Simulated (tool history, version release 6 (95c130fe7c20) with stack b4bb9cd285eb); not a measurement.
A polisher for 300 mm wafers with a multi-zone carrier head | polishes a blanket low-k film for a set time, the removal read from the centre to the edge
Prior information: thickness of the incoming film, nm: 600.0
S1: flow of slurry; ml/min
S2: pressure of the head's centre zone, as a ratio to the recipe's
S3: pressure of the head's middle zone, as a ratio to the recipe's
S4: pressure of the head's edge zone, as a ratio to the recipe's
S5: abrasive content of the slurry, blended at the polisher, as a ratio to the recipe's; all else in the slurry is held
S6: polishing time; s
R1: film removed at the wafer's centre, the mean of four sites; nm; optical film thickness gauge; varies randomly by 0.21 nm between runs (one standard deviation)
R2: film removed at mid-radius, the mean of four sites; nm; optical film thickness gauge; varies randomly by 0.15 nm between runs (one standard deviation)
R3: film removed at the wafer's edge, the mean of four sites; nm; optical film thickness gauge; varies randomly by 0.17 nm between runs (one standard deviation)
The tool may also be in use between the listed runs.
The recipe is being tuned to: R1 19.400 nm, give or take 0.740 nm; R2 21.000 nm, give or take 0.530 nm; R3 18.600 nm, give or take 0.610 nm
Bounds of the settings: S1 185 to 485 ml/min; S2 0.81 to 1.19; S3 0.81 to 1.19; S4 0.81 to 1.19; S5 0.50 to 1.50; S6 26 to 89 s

run 1 hour=0.0 | S1=310 S2=1.00 S3=1.00 S4=1.00 S5=1.00 S6=57 | R1=27.139 R2=25.864 R3=25.637
run 2 hour=2.4 | S1=310 S2=0.98 S3=1.01 S4=0.96 S5=0.85 S6=57 | R1=24.940 R2=24.510 R3=23.495
run 3 hour=9.3 | S1=310 S2=0.90 S3=1.01 S4=0.96 S5=0.85 S6=57 | R1=22.513 R2=24.252 R3=23.536
run 4 hour=9.9 | S1=310 S2=0.90 S3=1.01 S4=0.93 S5=0.75 S6=57 | R1=21.623 R2=22.994 R3=22.337
run 5 hour=13.3 | S1=310 S2=0.90 S3=1.01 S4=0.93 S5=0.75 S6=64 | R1=24.266 R2=25.934 R3=24.888
run 6 hour=14.2 | S1=310 S2=0.90 S3=1.02 S4=0.90 S5=0.70 S6=62 | R1=23.197 R2=24.403 R3=22.955
run 7 hour=14.9 | S1=300 S2=0.85 S3=1.06 S4=0.81 S5=0.50 S6=58 | R1=17.158 R2=19.912 R3=16.996
run 8 hour=19.1 | S1=320 S2=0.87 S3=1.06 S4=0.83 S5=0.50 S6=58 | R1=17.505 R2=19.759 R3=17.513
run 9 hour=27.0 | S1=320 S2=0.89 S3=1.07 S4=0.84 S5=0.50 S6=58 | R1=17.681 R2=20.148 R3=17.375
run 10 hour=35.9 | S1=320 S2=0.91 S3=1.07 S4=0.86 S5=0.50 S6=58 | R1=17.869 R2=20.008 R3=17.679
run 11 hour=44.0 | S1=320 S2=0.93 S3=1.07 S4=0.87 S5=0.50 S6=58 | R1=18.367 R2=19.936 R3=17.934
run 12 hour=46.1 | S1=320 S2=0.94 S3=1.08 S4=0.88 S5=0.50 S6=58 | R1=18.741 R2=20.112 R3=17.777
run 13 hour=46.8 | S1=320 S2=0.94 S3=1.09 S4=0.89 S5=0.50 S6=58 | R1=18.652 R2=20.100 R3=18.139

Exercise: of the 5 proposed moves below, exactly one satisfies all targets within the stated allowed misses. Which move is it?
run A hour=47.5 | S1=355 S2=0.94 S3=0.98 S4=0.88 S5=0.60 S6=54 | R1=? R2=? R3=?
run B hour=47.5 | S1=290 S2=0.88 S3=1.01 S4=0.93 S5=0.50 S6=64 | R1=? R2=? R3=?
run C hour=47.5 | S1=195 S2=0.92 S3=1.11 S4=1.13 S5=0.50 S6=59 | R1=? R2=? R3=?
run D hour=47.5 | S1=185 S2=0.93 S3=1.05 S4=0.81 S5=0.60 S6=60 | R1=? R2=? R3=?
run E hour=47.5 | S1=275 S2=1.00 S3=1.00 S4=0.89 S5=0.50 S6=58 | R1=? R2=? R3=?

move=A R1=19.249 R2=19.052 R3=18.032
move=B R1=19.258 R2=20.657 R3=19.624
move=C R1=17.451 R2=19.655 R3=19.167
move=D R1=19.530 R2=20.832 R3=18.242
move=E R1=19.241 R2=18.455 R3=17.359
A: misses by more than the last run did
B: puts the biggest miss on target and leaves a different result outside tolerance
C: misses by more than the last run did
D: every result within its allowed miss
E: misses by more than the last run did
Correct choice: D, which meets every target
